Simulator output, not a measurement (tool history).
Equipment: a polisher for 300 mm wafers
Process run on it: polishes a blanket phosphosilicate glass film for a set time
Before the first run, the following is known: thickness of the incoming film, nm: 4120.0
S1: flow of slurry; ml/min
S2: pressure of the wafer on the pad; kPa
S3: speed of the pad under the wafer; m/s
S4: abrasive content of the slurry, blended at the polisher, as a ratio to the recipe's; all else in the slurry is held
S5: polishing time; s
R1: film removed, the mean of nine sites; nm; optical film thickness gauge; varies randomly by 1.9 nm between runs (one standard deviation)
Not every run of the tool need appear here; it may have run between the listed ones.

{"run": 1, "hour": 0.0, "S1": 225, "S2": 18.6, "S3": 1.0, "S4": 1.0, "S5": 40, "R1": 344.31}
{"run": 2, "hour": 5.3, "S1": 225, "S2": 18.6, "S3": 1.0, "S4": 1.0, "S5": 35, "R1": 304.04}
{"run": 3, "hour": 8.2, "S1": 205, "S2": 18.6, "S3": 1.0, "S4": 1.0, "S5": 35, "R1": 297.79}
{"run": 4, "hour": 10.2, "S1": 195, "S2": 18.6, "S3": 1.0, "S4": 1.0, "S5": 35, "R1": 294.7}
{"run": 5, "hour": 12.3, "S1": 195, "S2": 22.8, "S3": 1.0, "S4": 1.0, "S5": 35, "R1": 359.18}
{"run": 6, "hour": 15.3, "S1": 195, "S2": 22.8, "S3": 1.0, "S4": 1.0, "S5": 40, "R1": 410.54}
{"run": 7, "hour": 17.0, "S1": 185, "S2": 21.4, "S3": 1.0, "S4": 1.0, "S5": 40, "R1": 386.49}
{"run": 8, "hour": 18.3, "S1": 185, "S2": 20.0, "S3": 1.0, "S4": 1.0, "S5": 40, "R1": 362.53}
{"run": 9, "hour": 21.1, "S1": 185, "S2": 18.6, "S3": 1.0, "S4": 1.0, "S5": 40, "R1": 337.07}
{"run": 10, "hour": 25.4, "S1": 185, "S2": 17.2, "S3": 1.0, "S4": 1.0, "S5": 40, "R1": 310.81}
{"run": 11, "hour": 30.9, "S1": 185, "S2": 16.5, "S3": 1.0, "S4": 1.0, "S5": 40, "R1": 301.32}

For run 12, what comes out?
{"run": 12, "hour": 36.9, "S1": 185, "S2": 15.9, "S3": 1.0, "S4": 1.0, "S5": 40, "R1": "?"}

Run 12 gave R1 292.53 nm.

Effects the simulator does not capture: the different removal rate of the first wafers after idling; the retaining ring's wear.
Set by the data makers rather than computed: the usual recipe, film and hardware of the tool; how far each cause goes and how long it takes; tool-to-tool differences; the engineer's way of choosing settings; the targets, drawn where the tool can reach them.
